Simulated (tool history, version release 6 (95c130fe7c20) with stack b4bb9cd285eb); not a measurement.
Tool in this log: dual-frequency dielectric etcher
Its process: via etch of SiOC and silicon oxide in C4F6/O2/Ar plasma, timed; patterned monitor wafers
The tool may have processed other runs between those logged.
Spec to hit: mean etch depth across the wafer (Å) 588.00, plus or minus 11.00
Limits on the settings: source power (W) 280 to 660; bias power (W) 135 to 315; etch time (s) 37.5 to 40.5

run,hour,source power (W),bias power (W),etch time (s),mean etch depth across the wafer (Å)
1,0.0,470,225,40.5,501.49
2,3.0,500,227,40.5,511.37
3,6.1,500,227,40.5,514.23
4,10.9,500,227,37.5,472.40
5,18.3,500,227,37.5,473.72
6,25.7,520,240,37.5,489.09
7,28.9,540,250,38.0,510.86
8,33.9,550,257,38.0,521.41

Pick the move, out of 4, that brings all results within their allowed miss; only one does.
A,38.9,540,271,40.0,?
B,38.9,610,305,40.5,?
C,38.9,610,276,40.5,?
D,38.9,550,260,40.5,?

move,mean etch depth across the wafer (Å)
A,558.82
B,618.44
C,594.94
D,560.40
A: nearer than the last run, and not there yet
B: pushes the last run's worst result past its target
C: each result inside its tolerance
D: nearer than the last run, and not there yet
Correct choice: C, which meets every target
